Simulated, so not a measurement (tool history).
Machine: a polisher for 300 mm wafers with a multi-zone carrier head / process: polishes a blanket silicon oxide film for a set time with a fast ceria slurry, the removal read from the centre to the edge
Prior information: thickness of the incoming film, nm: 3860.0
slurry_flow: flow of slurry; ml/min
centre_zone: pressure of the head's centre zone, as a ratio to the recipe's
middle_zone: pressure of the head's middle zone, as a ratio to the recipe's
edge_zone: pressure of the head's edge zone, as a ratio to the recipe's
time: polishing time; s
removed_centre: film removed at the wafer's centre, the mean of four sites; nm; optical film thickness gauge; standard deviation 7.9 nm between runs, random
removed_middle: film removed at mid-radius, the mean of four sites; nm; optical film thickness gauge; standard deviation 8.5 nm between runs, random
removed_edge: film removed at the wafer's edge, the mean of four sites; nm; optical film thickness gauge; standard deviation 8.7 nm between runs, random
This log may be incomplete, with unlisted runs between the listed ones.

| run | hour | slurry_flow | centre_zone | middle_zone | edge_zone | time | removed_centre | removed_middle | removed_edge |
|---|---|---|---|---|---|---|---|---|---|
| 1 | 0 | 180 | 1 | 1 | 1 | 50 | 699.48 | 765.55 | 742.36 |
| 2 | 3 | 180 | 0.94 | 1 | 1 | 50 | 664.64 | 750.48 | 739.84 |
| 3 | 4.3 | 180 | 0.86 | 1 | 1 | 50 | 605.49 | 756.98 | 739.45 |
| 4 | 8.1 | 180 | 0.86 | 1 | 1.04 | 50 | 610.01 | 771.47 | 757.45 |
| 5 | 14.2 | 180 | 0.86 | 1 | 0.96 | 50 | 612.96 | 762.08 | 726.22 |
|  | 16.9 | centre zone pressure recalibrated |
| 6 | 16.9 | 180 | 0.86 | 0.96 | 0.96 | 50 | 641.12 | 740.09 | 719.84 |
| 7 | 18.3 | 190 | 0.9 | 0.95 | 0.98 | 51 | 694.14 | 744.18 | 750.26 |

Predict the results of run 8:
| 8 | 27.1 | 200 | 0.93 | 0.95 | 0.99 | 52 | ? | ? | ? |

removed_centre: 732.68 nm
removed_middle: 756.09 nm
removed_edge: 780.41 nm

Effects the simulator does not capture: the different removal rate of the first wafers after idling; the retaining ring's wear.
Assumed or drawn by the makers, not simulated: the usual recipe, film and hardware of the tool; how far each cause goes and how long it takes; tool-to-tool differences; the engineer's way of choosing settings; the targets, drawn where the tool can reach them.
